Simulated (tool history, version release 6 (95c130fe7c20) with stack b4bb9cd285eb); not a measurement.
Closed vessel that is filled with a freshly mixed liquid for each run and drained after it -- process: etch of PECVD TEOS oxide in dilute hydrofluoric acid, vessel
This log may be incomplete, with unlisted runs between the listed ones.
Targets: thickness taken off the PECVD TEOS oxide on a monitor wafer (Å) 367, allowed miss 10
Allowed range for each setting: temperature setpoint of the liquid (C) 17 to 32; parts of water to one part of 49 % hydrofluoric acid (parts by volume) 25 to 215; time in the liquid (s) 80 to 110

| run | hour | temperature setpoint of the liquid (C) | parts of water to one part of 49 % hydrofluoric acid (parts by volume) | time in the liquid (s) | thickness taken off the PECVD TEOS oxide on a monitor wafer (Å) |
|---|---|---|---|---|---|
| 1 | 0 | 24 | 120 | 110 | 91.002 |
| 2 | 8.7 | 24 | 160 | 110 | 65.662 |
| 3 | 12.1 | 24 | 160 | 80 | 47.56 |
| 4 | 20.1 | 26.5 | 115 | 90 | 86.512 |
| 5 | 26.9 | 24.5 | 115 | 90 | 79.543 |
|  | 35 | thermometer replaced |
| 6 | 35 | 27 | 115 | 90 | 92.611 |
| 7 | 36.2 | 28.5 | 85 | 95 | 145.45 |
| 8 | 40.8 | 32 | 35 | 110 | 507 |
| 9 | 48.5 | 31 | 35 | 110 | 485.49 |

5 candidate next runs follow, results not yet known. Just one meets every target within its allowed miss. Identify it.
| A | 56.2 | 29.5 | 40 | 95 | ? |
| B | 56.2 | 28 | 30 | 80 | ? |
| C | 56.2 | 32 | 45 | 100 | ? |
| D | 56.2 | 28.5 | 30 | 85 | ? |
| E | 56.2 | 28.5 | 40 | 100 | ? |

| move | thickness taken off the PECVD TEOS oxide on a monitor wafer (Å) |
|---|---|
| A | 344.76 |
| B | 370.03 |
| C | 353.07 |
| D | 401.21 |
| E | 348.7 |
A: takes the biggest miss from the last run beyond its target
B: every result within its allowed miss
C: takes the biggest miss from the last run beyond its target
D: closer than the last run, but not yet in spec
E: takes the biggest miss from the last run beyond its target
Move B is the one to make.
